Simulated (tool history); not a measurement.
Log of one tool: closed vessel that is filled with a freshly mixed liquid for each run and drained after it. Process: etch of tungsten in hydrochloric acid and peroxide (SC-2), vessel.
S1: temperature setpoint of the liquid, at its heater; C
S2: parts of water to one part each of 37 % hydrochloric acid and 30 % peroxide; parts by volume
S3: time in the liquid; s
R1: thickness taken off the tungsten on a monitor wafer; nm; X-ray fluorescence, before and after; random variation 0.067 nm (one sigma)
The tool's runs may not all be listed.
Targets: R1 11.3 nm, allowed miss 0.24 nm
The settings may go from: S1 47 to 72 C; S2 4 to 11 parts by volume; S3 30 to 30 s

run,hour,S1,S2,S3,R1
1,0,63,6,30,25.15
2,2.8,63,6,30,25.43
3,10.6,61,6,30,22.34
4,16.2,59.5,6,30,20.34
5,24,58,6,30,18.465
6,31.1,58,7.5,30,15.556
7,34.7,57.5,7.5,30,14.888
8,42,57,7.5,30,14.551
9,46.2,56.5,7.5,30,14.04
10,51,56,7.5,30,13.643
11,57.8,55.5,7.5,30,13.178
12,59,55.5,7.5,30,13.289
13,65.7,55,7.5,30,12.703

5 next moves are on the table. One of them brings every result within its allowed miss. Which?
A,72.4,58,11,30,?
B,72.4,56,6.5,30,?
C,72.4,53,8,30,?
D,72.4,54,7.5,30,?
E,72.4,53,7,30,?

move,R1
A,11.36
B,15.29
C,10.699
D,12.021
E,11.887
A: meets every target
B: further off than the last run
C: takes the result that was furthest off past its target
D: nearer than the last run, and not there yet
E: nearer than the last run, and not there yet
Answer: A
